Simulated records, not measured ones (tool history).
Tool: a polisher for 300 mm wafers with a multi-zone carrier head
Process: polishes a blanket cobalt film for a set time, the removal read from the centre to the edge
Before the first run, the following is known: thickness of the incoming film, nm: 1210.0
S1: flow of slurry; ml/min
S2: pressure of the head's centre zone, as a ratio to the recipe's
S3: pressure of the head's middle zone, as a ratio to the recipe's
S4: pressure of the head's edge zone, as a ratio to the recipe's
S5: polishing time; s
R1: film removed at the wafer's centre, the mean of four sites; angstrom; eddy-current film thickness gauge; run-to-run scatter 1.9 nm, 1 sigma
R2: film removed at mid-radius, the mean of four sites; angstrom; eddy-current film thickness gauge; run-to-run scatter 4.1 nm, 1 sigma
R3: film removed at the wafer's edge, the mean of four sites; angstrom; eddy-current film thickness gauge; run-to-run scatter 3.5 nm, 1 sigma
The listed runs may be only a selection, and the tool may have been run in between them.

run 1 hour=0 | S1=300 S2=1 S3=1 S4=1 S5=80 | R1=2624.4 R2=2606.5 R3=2550.3
run 2 hour=7.2 | S1=310 S2=1.01 S3=1.04 S4=1.05 S5=83 | R1=2783.4 R2=2852.1 R3=2774.8
run 3 hour=14.3 | S1=345 S2=1.01 S3=1.04 S4=1.05 S5=83 | R1=2864.7 R2=2865.3 R3=2771.2
run 4 hour=17.4 | S1=345 S2=1.01 S3=1.09 S4=1.05 S5=83 | R1=2818.6 R2=2969.8 R3=2769.8
run 5 hour=18.6 | S1=345 S2=0.95 S3=1.09 S4=1.05 S5=83 | R1=2637.8 R2=2976.5 R3=2721.9
run 6 hour=26.3 | S1=355 S2=0.98 S3=1.11 S4=1.09 S5=84 | R1=2790.8 R2=3023.7 R3=2814.2
run 7 hour=31.9 | S1=350 S2=0.99 S3=1.12 S4=1.11 S5=86 | R1=2880.9 R2=3184.7 R3=2931.3

Run 8 is up next; what results do you expect?
run 8 hour=32.6 | S1=360 S2=1 S3=1.12 S4=1.13 S5=87 | R1=? R2=? R3=?

R1: 2976.1 angstrom
R2: 3170.5 angstrom
R3: 2980.2 angstrom
